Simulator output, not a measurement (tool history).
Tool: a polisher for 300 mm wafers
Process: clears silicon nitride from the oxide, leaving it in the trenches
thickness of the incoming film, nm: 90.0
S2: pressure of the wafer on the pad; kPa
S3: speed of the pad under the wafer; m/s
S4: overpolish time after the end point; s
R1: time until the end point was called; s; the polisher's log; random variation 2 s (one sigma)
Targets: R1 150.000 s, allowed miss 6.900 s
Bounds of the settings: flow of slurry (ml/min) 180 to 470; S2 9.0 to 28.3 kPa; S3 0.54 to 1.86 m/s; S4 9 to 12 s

run 1 hour=0.0 | flow_of_slurry_(ml/min)=300 S2=18.6 S3=1.18 S4=12 | R1=84.244
run 2 hour=8.3 | flow_of_slurry_(ml/min)=300 S2=15.9 S3=1.16 S4=12 | R1=98.808
run 3 hour=9.9 | flow_of_slurry_(ml/min)=225 S2=15.9 S3=1.16 S4=12 | R1=102.750
run 4 hour=18.9 | flow_of_slurry_(ml/min)=225 S2=15.9 S3=1.16 S4=12 | R1=103.560
run 5 hour=26.1 | flow_of_slurry_(ml/min)=225 S2=15.9 S3=1.38 S4=12 | R1=87.973
run 6 hour=33.8 | flow_of_slurry_(ml/min)=220 S2=13.8 S3=1.32 S4=12 | R1=107.380
run 7 hour=36.5 | flow_of_slurry_(ml/min)=220 S2=12.4 S3=1.32 S4=12 | R1=118.520
run 8 hour=45.1 | flow_of_slurry_(ml/min)=220 S2=11.7 S3=1.32 S4=12 | R1=122.600
run 9 hour=51.2 | flow_of_slurry_(ml/min)=220 S2=11.0 S3=1.32 S4=12 | R1=132.370
run 10 hour=51.8 | flow_of_slurry_(ml/min)=220 S2=11.0 S3=1.32 S4=12 | R1=130.200
run 11 hour=59.7 | flow_of_slurry_(ml/min)=220 S2=10.3 S3=1.32 S4=12 | R1=141.030
run 12 hour=66.0 | flow_of_slurry_(ml/min)=220 S2=9.0 S3=1.32 S4=12 | R1=157.840

4 next moves are on the table. One of them brings every result within its allowed miss. Which?
run A hour=72.3 | flow_of_slurry_(ml/min)=195 S2=10.3 S3=1.14 S4=12 | R1=?
run B hour=72.3 | flow_of_slurry_(ml/min)=240 S2=9.0 S3=1.42 S4=9 | R1=?
run C hour=72.3 | flow_of_slurry_(ml/min)=185 S2=9.0 S3=1.12 S4=12 | R1=?
run D hour=72.3 | flow_of_slurry_(ml/min)=250 S2=9.0 S3=1.28 S4=9 | R1=?

move=A R1=161.640
move=B R1=148.460
move=C R1=189.510
move=D R1=161.690
A: further off than the last run
B: meets every target
C: further off than the last run
D: further off than the last run
Answer: B
